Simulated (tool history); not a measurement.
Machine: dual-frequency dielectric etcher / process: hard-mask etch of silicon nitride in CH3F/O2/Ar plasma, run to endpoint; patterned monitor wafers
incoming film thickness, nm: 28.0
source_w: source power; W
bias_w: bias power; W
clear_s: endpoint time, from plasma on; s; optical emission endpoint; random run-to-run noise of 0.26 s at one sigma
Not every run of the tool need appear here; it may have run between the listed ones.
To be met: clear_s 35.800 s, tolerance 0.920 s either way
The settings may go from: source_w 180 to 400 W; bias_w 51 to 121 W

{"run": 1, "day": 0.0, "source_w": 290, "bias_w": 86, "clear_s": 42.898}
{"run": 2, "day": 0.242, "source_w": 310, "bias_w": 90, "clear_s": 40.687}
{"run": 3, "day": 0.354, "source_w": 280, "bias_w": 90, "clear_s": 42.803}
{"run": 4, "day": 0.667, "source_w": 310, "bias_w": 92, "clear_s": 40.68}
{"run": 5, "day": 0.871, "source_w": 330, "bias_w": 94, "clear_s": 39.01}
{"run": 6, "day": 1.129, "source_w": 340, "bias_w": 95, "clear_s": 38.524}
{"run": 7, "day": 1.275, "source_w": 350, "bias_w": 96, "clear_s": 38.777}
{"run": 8, "day": 1.546, "source_w": 360, "bias_w": 100, "clear_s": 37.211}

Pick the move, out of 4, that brings all results within their allowed miss; only one does.
{"run": "A", "day": 1.817, "source_w": 330, "bias_w": 113, "clear_s": "?"}
{"run": "B", "day": 1.817, "source_w": 340, "bias_w": 92, "clear_s": "?"}
{"run": "C", "day": 1.817, "source_w": 360, "bias_w": 96, "clear_s": "?"}
{"run": "D", "day": 1.817, "source_w": 370, "bias_w": 107, "clear_s": "?"}

move=A clear_s=37.497
move=B clear_s=39.306
move=C clear_s=37.901
move=D clear_s=36.308
A: moves away from the targets compared with the last run
B: moves away from the targets compared with the last run
C: moves away from the targets compared with the last run
D: meets every target
D is the move that brings every result within its allowed miss.

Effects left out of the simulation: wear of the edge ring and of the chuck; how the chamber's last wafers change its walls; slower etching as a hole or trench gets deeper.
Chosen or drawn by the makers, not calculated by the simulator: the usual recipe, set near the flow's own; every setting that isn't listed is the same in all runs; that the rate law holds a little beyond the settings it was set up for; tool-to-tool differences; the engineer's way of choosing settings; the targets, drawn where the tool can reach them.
